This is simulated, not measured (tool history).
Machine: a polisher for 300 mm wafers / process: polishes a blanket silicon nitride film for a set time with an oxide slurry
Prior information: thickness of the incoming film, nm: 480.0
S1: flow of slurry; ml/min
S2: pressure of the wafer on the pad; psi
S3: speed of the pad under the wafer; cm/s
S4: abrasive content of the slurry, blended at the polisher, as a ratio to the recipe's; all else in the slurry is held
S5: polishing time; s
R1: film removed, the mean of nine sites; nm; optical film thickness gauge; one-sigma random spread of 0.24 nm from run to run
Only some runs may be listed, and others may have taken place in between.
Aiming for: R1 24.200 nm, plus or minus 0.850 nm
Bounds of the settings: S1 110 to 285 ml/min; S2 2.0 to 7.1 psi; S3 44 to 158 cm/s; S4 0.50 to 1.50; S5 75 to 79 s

run,hour,S1,S2,S3,S4,S5,R1
1,0.0,180,4.5,100,1.00,75,49.189
2,8.1,180,4.5,100,0.85,75,46.113
3,15.1,210,4.5,100,0.85,75,46.422
4,20.2,230,4.5,100,0.85,75,47.735
5,26.8,185,4.5,100,0.85,75,46.332
6,31.3,220,4.5,100,0.85,75,46.635
7,38.0,220,4.1,98,0.85,75,43.075
8,38.6,220,3.7,94,0.85,75,38.490
# hour 41.7: worn pad replaced by a new one
9,41.7,220,3.4,92,0.85,75,39.025
10,48.6,220,3.2,84,0.85,75,34.773

5 next moves are on the table. One of them brings every result within its allowed miss. Which?
A,55.5,220,2.5,54,0.70,75,?
B,55.5,240,4.0,50,0.70,79,?
C,55.5,265,2.3,82,0.75,75,?
D,55.5,260,2.4,88,0.65,75,?
E,55.5,210,3.0,64,0.70,75,?

move,R1
A,19.038
B,26.921
C,26.518
D,26.884
E,24.671
A: takes the result that was furthest off past its target
B: moves toward the targets from the last run without getting all of them in spec
C: moves toward the targets from the last run without getting all of them in spec
D: moves toward the targets from the last run without getting all of them in spec
E: all results in spec
E meets every target.
